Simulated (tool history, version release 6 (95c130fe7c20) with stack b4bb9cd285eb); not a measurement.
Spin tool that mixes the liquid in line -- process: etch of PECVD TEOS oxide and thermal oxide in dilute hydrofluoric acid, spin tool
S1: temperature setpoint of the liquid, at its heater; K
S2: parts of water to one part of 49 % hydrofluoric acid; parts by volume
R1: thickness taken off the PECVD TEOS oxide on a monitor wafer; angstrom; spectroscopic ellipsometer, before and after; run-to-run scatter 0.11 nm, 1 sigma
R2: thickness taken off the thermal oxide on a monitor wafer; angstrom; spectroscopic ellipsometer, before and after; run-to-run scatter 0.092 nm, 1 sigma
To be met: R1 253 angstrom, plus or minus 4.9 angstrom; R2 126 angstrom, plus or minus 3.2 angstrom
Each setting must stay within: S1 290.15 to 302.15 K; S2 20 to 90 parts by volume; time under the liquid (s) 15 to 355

{"run": 1, "hour": 0.0, "S1": 294.15, "S2": 50, "time under the liquid (s)": 180, "R1": 317.9, "R2": 159.4}
{"run": 2, "hour": 7.0, "S1": 294.15, "S2": 50, "time under the liquid (s)": 235, "R1": 418.5, "R2": 207.65}
{"run": 3, "hour": 9.1, "S1": 295.15, "S2": 50, "time under the liquid (s)": 235, "R1": 433.15, "R2": 214.95}
{"run": 4, "hour": 13.3, "S1": 295.15, "S2": 50, "time under the liquid (s)": 290, "R1": 534.79, "R2": 265.91}
{"run": 5, "hour": 21.0, "S1": 297.65, "S2": 50, "time under the liquid (s)": 290, "R1": 594.23, "R2": 292.91}
{"run": 6, "hour": 22.0, "S1": 297.65, "S2": 40, "time under the liquid (s)": 290, "R1": 754.17, "R2": 380.82}
{"run": 7, "hour": 27.5, "S1": 293.65, "S2": 60, "time under the liquid (s)": 285, "R1": 409.51, "R2": 203.47}
{"run": 8, "hour": 36.2, "S1": 293.15, "S2": 60, "time under the liquid (s)": 285, "R1": 398.5, "R2": 198.84}
{"run": 9, "hour": 37.5, "S1": 292.65, "S2": 60, "time under the liquid (s)": 285, "R1": 391.51, "R2": 190.28}
{"run": 10, "hour": 39.2, "S1": 292.15, "S2": 70, "time under the liquid (s)": 285, "R1": 324.61, "R2": 160.57}
{"run": 11, "hour": 47.0, "S1": 291.15, "S2": 75, "time under the liquid (s)": 285, "R1": 285.62, "R2": 140.42}
{"run": 12, "hour": 48.3, "S1": 290.65, "S2": 80, "time under the liquid (s)": 285, "R1": 261.62, "R2": 129.51}
{"run": 13, "hour": 49.9, "S1": 290.65, "S2": 80, "time under the liquid (s)": 285, "R1": 261.06, "R2": 130.3}

Which one of the following 4 next-run settings gets every result inside its allowed miss? There is exactly one.
{"run": "A", "hour": 51.5, "S1": 292.65, "S2": 85, "time under the liquid (s)": 270, "R1": "?", "R2": "?"}
{"run": "B", "hour": 51.5, "S1": 290.15, "S2": 80, "time under the liquid (s)": 305, "R1": "?", "R2": "?"}
{"run": "C", "hour": 51.5, "S1": 290.15, "S2": 65, "time under the liquid (s)": 240, "R1": "?", "R2": "?"}
{"run": "D", "hour": 51.5, "S1": 290.65, "S2": 70, "time under the liquid (s)": 255, "R1": "?", "R2": "?"}

move=A R1=252.76 R2=126.18
move=B R1=274.52 R2=137.04
move=C R1=270.22 R2=134.89
move=D R1=270.89 R2=135.23
A: every result lands within tolerance
B: misses by more than the last run did
C: misses by more than the last run did
D: misses by more than the last run did
A meets every target.
